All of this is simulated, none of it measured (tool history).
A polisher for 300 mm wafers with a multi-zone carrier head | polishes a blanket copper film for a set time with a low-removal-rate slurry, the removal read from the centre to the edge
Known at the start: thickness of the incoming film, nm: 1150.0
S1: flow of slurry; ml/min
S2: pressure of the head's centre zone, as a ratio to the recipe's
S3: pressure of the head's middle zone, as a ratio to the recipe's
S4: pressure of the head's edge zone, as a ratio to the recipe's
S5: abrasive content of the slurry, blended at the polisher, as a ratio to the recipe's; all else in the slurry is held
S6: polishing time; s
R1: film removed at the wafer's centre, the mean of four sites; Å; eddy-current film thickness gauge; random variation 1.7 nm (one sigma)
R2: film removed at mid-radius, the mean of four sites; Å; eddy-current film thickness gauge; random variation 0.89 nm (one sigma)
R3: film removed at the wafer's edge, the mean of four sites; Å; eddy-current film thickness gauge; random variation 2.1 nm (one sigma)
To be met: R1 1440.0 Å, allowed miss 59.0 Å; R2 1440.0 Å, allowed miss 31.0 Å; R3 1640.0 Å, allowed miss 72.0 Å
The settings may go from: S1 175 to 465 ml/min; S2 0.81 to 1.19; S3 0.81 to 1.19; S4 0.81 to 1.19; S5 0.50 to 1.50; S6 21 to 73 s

run 1 hour=0.0 | S1=295 S2=1.00 S3=1.00 S4=1.00 S5=1.00 S6=47 | R1=1311.5 R2=1287.5 R3=1313.2
run 2 hour=6.7 | S1=320 S2=1.00 S3=1.00 S4=1.00 S5=1.00 S6=47 | R1=1367.6 R2=1295.3 R3=1323.6
run 3 hour=10.4 | S1=330 S2=0.97 S3=1.00 S4=1.06 S5=1.15 S6=47 | R1=1328.0 R2=1349.5 R3=1432.0
run 4 hour=16.6 | S1=365 S2=0.97 S3=1.00 S4=1.06 S5=1.15 S6=47 | R1=1331.8 R2=1353.3 R3=1386.7
run 5 hour=24.5 | S1=335 S2=0.99 S3=1.01 S4=1.10 S5=1.20 S6=47 | R1=1392.5 R2=1365.5 R3=1403.5
run 6 hour=27.1 | S1=335 S2=0.99 S3=1.01 S4=1.10 S5=1.20 S6=54 | R1=1581.1 R2=1560.6 R3=1631.2
run 7 hour=31.1 | S1=330 S2=0.97 S3=0.99 S4=1.10 S5=1.15 S6=54 | R1=1548.0 R2=1527.8 R3=1638.1
run 8 hour=36.4 | S1=325 S2=0.95 S3=0.97 S4=1.10 S5=1.10 S6=54 | R1=1461.6 R2=1488.2 R3=1604.5

4 next moves are on the table. One of them brings every result within its allowed miss. Which?
run A hour=41.7 | S1=365 S2=0.97 S3=0.97 S4=1.10 S5=1.25 S6=53 | R1=? R2=? R3=?
run B hour=41.7 | S1=410 S2=0.90 S3=0.90 S4=1.10 S5=1.20 S6=54 | R1=? R2=? R3=?
run C hour=41.7 | S1=410 S2=0.99 S3=1.03 S4=1.12 S5=1.10 S6=48 | R1=? R2=? R3=?
run D hour=41.7 | S1=310 S2=1.01 S3=0.94 S4=1.15 S5=1.10 S6=54 | R1=? R2=? R3=?

move=A R1=1529.2 R2=1494.2 R3=1640.6
move=B R1=1446.6 R2=1432.0 R3=1671.9
move=C R1=1397.7 R2=1405.5 R3=1476.0
move=D R1=1570.1 R2=1436.2 R3=1659.4
A: further off than the last run
B: meets every target
C: takes the result that was furthest off past its target
D: brings the result that was furthest off to its target, and leaves another outside
Answer: B
